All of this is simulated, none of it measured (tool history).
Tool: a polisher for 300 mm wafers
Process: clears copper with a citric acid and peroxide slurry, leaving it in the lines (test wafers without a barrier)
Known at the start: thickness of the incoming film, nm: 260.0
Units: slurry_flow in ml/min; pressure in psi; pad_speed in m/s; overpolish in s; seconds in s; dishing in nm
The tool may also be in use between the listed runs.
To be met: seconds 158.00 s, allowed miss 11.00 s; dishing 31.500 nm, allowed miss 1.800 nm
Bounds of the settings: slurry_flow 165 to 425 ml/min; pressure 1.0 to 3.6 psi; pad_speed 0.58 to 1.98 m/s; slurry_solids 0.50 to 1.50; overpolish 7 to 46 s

run	day	slurry_flow	pressure	pad_speed	slurry_solids	overpolish	seconds	dishing
1	0.000	275	2.3	1.28	1.00	24	100.75	34.090
2	0.192	210	2.3	1.28	1.00	24	106.26	33.932
3	0.550	210	2.3	1.28	1.10	24	105.79	33.616
4	0.896	210	2.2	1.28	1.10	25	107.86	34.420
5	1.271	210	2.2	1.28	1.10	35	109.50	39.489
6	1.617	265	2.2	1.28	1.10	35	105.78	39.465
7	1.938	265	1.6	1.20	1.10	36	153.88	33.698
8	1.979	265	1.6	1.20	1.10	36	150.16	35.025

5 next moves are on the table. One of them brings every result within its allowed miss. Which?
A	2.021	265	2.0	1.10	1.10	28	?	?
B	2.021	290	1.5	1.18	1.15	42	?	?
C	2.021	255	1.6	1.24	1.25	31	?	?
D	2.021	285	1.5	1.16	1.20	34	?	?
E	2.021	270	1.6	1.36	1.05	29	?	?

move	seconds	dishing
A	130.15	31.553
B	158.94	34.450
C	141.45	31.395
D	159.35	30.811
E	137.36	30.713
A: brings the result that was furthest off to its target, and leaves another outside
B: nearer than the last run, and not there yet
C: brings the result that was furthest off to its target, and leaves another outside
D: meets every target
E: brings the result that was furthest off to its target, and leaves another outside
The right move is D.

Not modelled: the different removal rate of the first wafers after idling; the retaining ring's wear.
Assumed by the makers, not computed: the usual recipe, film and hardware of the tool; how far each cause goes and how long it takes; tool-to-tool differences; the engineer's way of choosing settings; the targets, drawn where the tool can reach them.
